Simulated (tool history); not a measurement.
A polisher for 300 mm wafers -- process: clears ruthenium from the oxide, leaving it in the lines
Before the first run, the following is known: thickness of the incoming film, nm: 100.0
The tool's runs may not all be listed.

run	hour	flow of slurry (ml/min)	pressure of the wafer on the pad (kPa)	speed of the pad under the wafer (cm/s)	overpolish time after the end point (s)	time until the end point was called (s)
1	0.0	215	17.2	98	10	63.331
2	8.2	215	17.2	98	9	62.626
3	14.5	215	17.2	98	10	63.010
4	17.0	220	18.6	98	10	57.533
5	25.3	225	20.0	98	10	55.331
6	26.5	225	20.0	98	10	54.548
7	32.0	225	21.4	98	10	51.407
8	36.6	225	22.1	98	10	49.350

Run 9 is up next; what results do you expect?
9	44.2	225	22.8	98	10	?

Run 9 gave time until the end point was called (s) 48.582.
